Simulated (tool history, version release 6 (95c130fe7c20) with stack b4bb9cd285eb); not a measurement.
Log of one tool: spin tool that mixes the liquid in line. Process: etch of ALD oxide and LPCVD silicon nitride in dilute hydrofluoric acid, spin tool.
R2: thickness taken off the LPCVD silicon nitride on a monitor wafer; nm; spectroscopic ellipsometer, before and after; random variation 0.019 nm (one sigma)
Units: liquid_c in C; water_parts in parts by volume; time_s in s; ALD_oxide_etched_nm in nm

{"run": 1, "hour": 0.0, "liquid_c": 20.0, "water_parts": 255, "time_s": 180, "ALD_oxide_etched_nm": 6.16, "R2": 0.29255}
{"run": 2, "hour": 6.4, "liquid_c": 19.5, "water_parts": 280, "time_s": 180, "ALD_oxide_etched_nm": 5.3643, "R2": 0.24019}
{"run": 3, "hour": 15.1, "liquid_c": 19.0, "water_parts": 300, "time_s": 180, "ALD_oxide_etched_nm": 4.8218, "R2": 0.26711}
{"run": 4, "hour": 21.5, "liquid_c": 19.0, "water_parts": 315, "time_s": 180, "ALD_oxide_etched_nm": 4.5368, "R2": 0.2725}
{"run": 5, "hour": 25.7, "liquid_c": 17.0, "water_parts": 315, "time_s": 180, "ALD_oxide_etched_nm": 4.2148, "R2": 0.12418}
{"run": 6, "hour": 34.6, "liquid_c": 17.0, "water_parts": 245, "time_s": 180, "ALD_oxide_etched_nm": 5.7975, "R2": 0.22644}
{"run": 7, "hour": 35.2, "liquid_c": 17.5, "water_parts": 275, "time_s": 180, "ALD_oxide_etched_nm": 5.1441, "R2": 0.18935}
{"run": 8, "hour": 42.2, "liquid_c": 17.5, "water_parts": 380, "time_s": 180, "ALD_oxide_etched_nm": 3.3944, "R2": 0.15604}
{"run": 9, "hour": 50.5, "liquid_c": 17.5, "water_parts": 385, "time_s": 180, "ALD_oxide_etched_nm": 3.319, "R2": 0.13457}
{"run": 10, "hour": 58.7, "liquid_c": 17.5, "water_parts": 390, "time_s": 180, "ALD_oxide_etched_nm": 3.2404, "R2": 0.10597}

Run 11 comes next. What will it give?
{"hour": 65.6, "done": "hydrofluoric acid flow meter replaced"}
{"run": 11, "hour": 65.6, "liquid_c": 18.0, "water_parts": 395, "time_s": 180, "ALD_oxide_etched_nm": "?", "R2": "?"}

{"run 11": {"ALD_oxide_etched_nm": 2.8593, "R2": 0.13709}}

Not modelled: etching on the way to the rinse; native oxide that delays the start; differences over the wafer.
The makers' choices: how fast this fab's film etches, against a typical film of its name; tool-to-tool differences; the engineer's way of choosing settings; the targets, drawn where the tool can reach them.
